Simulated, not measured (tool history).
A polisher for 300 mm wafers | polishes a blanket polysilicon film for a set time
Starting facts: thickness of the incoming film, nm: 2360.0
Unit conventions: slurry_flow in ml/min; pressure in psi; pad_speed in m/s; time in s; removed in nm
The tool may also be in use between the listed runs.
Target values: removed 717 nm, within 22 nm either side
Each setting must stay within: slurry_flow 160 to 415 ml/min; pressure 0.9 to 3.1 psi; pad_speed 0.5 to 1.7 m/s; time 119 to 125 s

run    day  slurry_flow  pressure  pad_speed  time  removed
  1      0          265         2        1.1   119   839.02
  2  0.329          265         2        1.1   125   884.89
  3  0.371          295         2        1.1   125   885.85
  4  0.671          295         2        1.1   119   835.06
  5  1.029          340         2        1.1   119   851.51
  6  1.204          340       1.9        1.1   119   827.63
  7  1.438          330       1.8        1.1   119   773.34
  8  1.683          325       1.8        1.1   119   777.38
  9  1.833          320       1.8        1.1   119   781.39

4 candidate next runs follow, results not yet known. Just one meets every target within its allowed miss. Identify it.
  A  1.983          340       2.1          1   122        ?
  B  1.983          315       2.2       0.92   121        ?
  C  1.983          330       1.9       1.08   122        ?
  D  1.983          350       1.8       0.98   122        ?

move  removed
   A   840.91
   B   810.43
   C   813.14
   D   717.39
A: its largest miss is bigger than the last run's
B: its largest miss is bigger than the last run's
C: its largest miss is bigger than the last run's
D: every result lands within tolerance
The move that meets every target is D.
